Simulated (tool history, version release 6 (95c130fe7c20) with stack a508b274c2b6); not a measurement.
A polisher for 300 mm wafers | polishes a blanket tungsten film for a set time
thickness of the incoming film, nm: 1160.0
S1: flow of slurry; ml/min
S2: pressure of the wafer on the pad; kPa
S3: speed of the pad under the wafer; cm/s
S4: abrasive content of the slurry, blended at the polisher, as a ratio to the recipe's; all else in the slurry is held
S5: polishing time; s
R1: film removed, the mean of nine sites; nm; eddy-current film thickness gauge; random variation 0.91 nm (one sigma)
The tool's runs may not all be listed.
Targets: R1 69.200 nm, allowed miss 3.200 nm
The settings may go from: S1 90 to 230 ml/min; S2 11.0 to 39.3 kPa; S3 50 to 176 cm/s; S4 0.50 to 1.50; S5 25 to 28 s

run    day   S1    S2   S3    S4  S5       R1
  1  0.000  150  24.8  112  1.00  28  131.280
  2  0.025  150  20.7  112  1.00  28  110.360
  3  0.375  150  23.4  112  1.00  28  122.380
  4  0.412  150  23.4  132  1.00  28  142.060
  5  0.450  150  19.3  124  1.00  28  111.060
  6  0.775  150  19.3  124  0.80  28  103.710
  7  0.988  150  16.5  122  0.80  28   86.768
  8  1.129  150  15.2  122  0.80  28   80.219
  9  1.283  150  14.5  122  0.80  28   77.579
 10  1.633  150  14.5  122  0.80  28   77.025
 11  1.842  145  11.7  122  0.80  28   63.607
 12  2.146  150  11.7  122  0.80  28   63.729

Which of these 5 next moves meets every target?
  A  2.450  175  13.1  106  0.95  25   ?
  B  2.450  150  11.0  112  0.95  27   ?
  C  2.450  155  12.4  130  0.75  28   ?
  D  2.450  155  11.7  122  0.75  26   ?
  E  2.450  205  13.1   94  0.95  28   ?

move      R1
   A  59.244
   B  55.900
   C  69.232
   D  57.272
   E  60.469
A: further off than the last run
B: further off than the last run
C: meets every target
D: further off than the last run
E: further off than the last run
The right move is C.
